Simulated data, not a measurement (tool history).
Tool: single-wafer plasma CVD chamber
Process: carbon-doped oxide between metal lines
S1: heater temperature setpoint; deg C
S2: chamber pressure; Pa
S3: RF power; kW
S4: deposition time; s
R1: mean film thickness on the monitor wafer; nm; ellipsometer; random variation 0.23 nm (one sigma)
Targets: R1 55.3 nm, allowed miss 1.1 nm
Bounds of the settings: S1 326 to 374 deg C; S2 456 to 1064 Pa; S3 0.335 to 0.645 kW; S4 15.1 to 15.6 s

Run 1, day 0: S1 350 deg C, S2 760 Pa, S3 0.49 kW, S4 15.1 s. Result: R1 70.413 nm.
Run 2, day 0.033: S1 354 deg C, S2 708 Pa, S3 0.445 kW, S4 15.1 s. Result: R1 64.877 nm.
Run 3, day 0.4: S1 354 deg C, S2 708 Pa, S3 0.445 kW, S4 15.6 s. Result: R1 66.659 nm.
Run 4, day 0.658: S1 354 deg C, S2 597 Pa, S3 0.445 kW, S4 15.6 s. Result: R1 65.912 nm.
Run 5, day 0.954: S1 357 deg C, S2 565 Pa, S3 0.415 kW, S4 15.6 s. Result: R1 61.481 nm.
Run 6, day 1.042: S1 357 deg C, S2 565 Pa, S3 0.415 kW, S4 15.6 s. Result: R1 60.623 nm.
Run 7, day 1.083: S1 361 deg C, S2 535 Pa, S3 0.41 kW, S4 15.6 s. Result: R1 59.733 nm.
Run 8, day 1.271: S1 363 deg C, S2 501 Pa, S3 0.35 kW, S4 15.5 s. Result: R1 51.359 nm.
Run 9, day 1.296: S1 359 deg C, S2 531 Pa, S3 0.355 kW, S4 15.5 s. Result: R1 52.575 nm.
Run 10, day 1.421: S1 358 deg C, S2 559 Pa, S3 0.36 kW, S4 15.5 s. Result: R1 53.736 nm.
Run 11, day 1.638: S1 357 deg C, S2 573 Pa, S3 0.36 kW, S4 15.5 s. Result: R1 54.248 nm.

4 next moves are on the table. One of them brings every result within its allowed miss. Which?
Run A, day 1.854: S1 354 deg C, S2 552 Pa, S3 0.355 kW, S4 15.1 s. Result: R1 ?.
Run B, day 1.854: S1 355 deg C, S2 523 Pa, S3 0.36 kW, S4 15.1 s. Result: R1 ?.
Run C, day 1.854: S1 370 deg C, S2 579 Pa, S3 0.38 kW, S4 15.6 s. Result: R1 ?.
Run D, day 1.854: S1 356 deg C, S2 539 Pa, S3 0.355 kW, S4 15.6 s. Result: R1 ?.

move      R1
   A  52.177
   B  52.375
   C   54.97
   D  53.442
A: further off than the last run
B: further off than the last run
C: meets every target
D: further off than the last run
Answer: C
